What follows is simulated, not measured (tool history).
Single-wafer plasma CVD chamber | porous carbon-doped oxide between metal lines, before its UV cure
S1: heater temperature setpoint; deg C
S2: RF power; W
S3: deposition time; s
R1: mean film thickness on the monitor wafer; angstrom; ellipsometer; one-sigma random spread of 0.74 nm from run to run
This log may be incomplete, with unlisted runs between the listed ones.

run	day	S1	S2	S3	R1
1	0	280	385	42.3	2371.8
2	0.342	287	385	42.3	2275.1
3	0.388	287	385	43.7	2361
4	0.6	287	385	43.7	2351.1
5	0.8	282	390	43.7	2442.4
6	1.067	287	390	43.7	2392.1
7	1.208	282	395	43.7	2479.8
8	1.25	279	395	43.7	2530
9	1.542	276	395	43.7	2576.2

The next listed run, before its measurement:
10	1.825	274	395	43.7	?

Run 10 produced R1 2613.3 angstrom.
